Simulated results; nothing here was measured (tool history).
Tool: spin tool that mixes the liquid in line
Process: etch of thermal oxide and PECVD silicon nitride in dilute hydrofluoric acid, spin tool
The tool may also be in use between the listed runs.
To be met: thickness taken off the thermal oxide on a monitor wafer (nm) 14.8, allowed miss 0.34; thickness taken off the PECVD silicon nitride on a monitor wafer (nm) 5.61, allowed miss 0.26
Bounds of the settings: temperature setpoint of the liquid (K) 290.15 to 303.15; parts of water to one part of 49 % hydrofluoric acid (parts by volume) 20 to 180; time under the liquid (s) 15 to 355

| run | hour | temperature setpoint of the liquid (K) | parts of water to one part of 49 % hydrofluoric acid (parts by volume) | time under the liquid (s) | thickness taken off the thermal oxide on a monitor wafer (nm) | thickness taken off the PECVD silicon nitride on a monitor wafer (nm) |
|---|---|---|---|---|---|---|
| 1 | 0 | 295.15 | 100 | 180 | 7.2869 | 2.6931 |
| 2 | 5.8 | 295.15 | 100 | 135 | 5.4989 | 2.0657 |
| 3 | 9.2 | 295.15 | 100 | 75 | 3.0361 | 1.1541 |
| 4 | 11.4 | 295.15 | 100 | 145 | 5.8597 | 2.2022 |
| 5 | 13.3 | 295.15 | 80 | 145 | 7.491 | 2.676 |
| 6 | 17.4 | 293.15 | 80 | 145 | 6.8823 | 2.4194 |
| 7 | 22.8 | 297.15 | 40 | 145 | 17.225 | 6.042 |
| 8 | 26.6 | 297.15 | 55 | 160 | 13.548 | 4.9301 |
| 9 | 31.4 | 297.65 | 55 | 160 | 13.971 | 5.2682 |
| 10 | 33.1 | 298.15 | 50 | 160 | 15.461 | 5.9312 |

Which of these 5 next moves meets every target?
| A | 34.8 | 297.65 | 55 | 185 | ? | ? |
| B | 34.8 | 297.15 | 35 | 115 | ? | ? |
| C | 34.8 | 299.15 | 75 | 240 | ? | ? |
| D | 34.8 | 303.15 | 50 | 125 | ? | ? |
| E | 34.8 | 298.15 | 60 | 185 | ? | ? |

| move | thickness taken off the thermal oxide on a monitor wafer (nm) | thickness taken off the PECVD silicon nitride on a monitor wafer (nm) |
|---|---|---|
| A | 15.805 | 6.0881 |
| B | 15.535 | 5.6888 |
| C | 15.551 | 6.4273 |
| D | 14.745 | 6.4871 |
| E | 14.687 | 5.7792 |
A: further off than the last run
B: further off than the last run
C: further off than the last run
D: brings the result that was furthest off to its target, and leaves another outside
E: meets every target
Move E is the one to make.
